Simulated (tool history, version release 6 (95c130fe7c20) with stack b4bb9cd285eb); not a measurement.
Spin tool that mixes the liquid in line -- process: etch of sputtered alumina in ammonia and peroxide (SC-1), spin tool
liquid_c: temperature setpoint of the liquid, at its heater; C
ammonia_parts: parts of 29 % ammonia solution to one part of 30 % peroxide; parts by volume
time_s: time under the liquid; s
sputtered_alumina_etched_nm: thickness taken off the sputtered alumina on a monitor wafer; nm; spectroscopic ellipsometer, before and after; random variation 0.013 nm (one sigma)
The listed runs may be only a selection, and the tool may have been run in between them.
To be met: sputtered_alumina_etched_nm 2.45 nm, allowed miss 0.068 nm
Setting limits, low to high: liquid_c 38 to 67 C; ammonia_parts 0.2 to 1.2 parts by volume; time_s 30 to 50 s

run  hour  liquid_c  ammonia_parts  time_s  sputtered_alumina_etched_nm
  1     0        51            0.9      50                       3.3044
  2     6        51            0.9      50                       3.3286
  3    14        49            0.9      50                       2.9991
  4    21      52.5            0.9      50                       3.6053
  5  27.6      52.5            0.9      50                       3.6233
  6    36        50            0.9      50                       3.1644
  7  39.5      48.5            0.9      50                       2.8815
  8  46.8      47.5            0.9      50                        2.764
  9  55.6        47            0.9      50                         2.67
 10  58.7        45            0.9      50                       2.3689

Pick the move, out of 4, that brings all results within their allowed miss; only one does.
  A  61.8      54.5            1.2      30                            ?
  B  61.8      43.5           1.15      50                            ?
  C  61.8        44           1.05      50                            ?
  D  61.8        44            0.9      50                            ?

move  sputtered_alumina_etched_nm
   A                       2.4896
   B                        2.248
   C                       2.2934
   D                         2.26
A: all results in spec
B: moves away from the targets compared with the last run
C: moves away from the targets compared with the last run
D: moves away from the targets compared with the last run
Move A is the one to make.
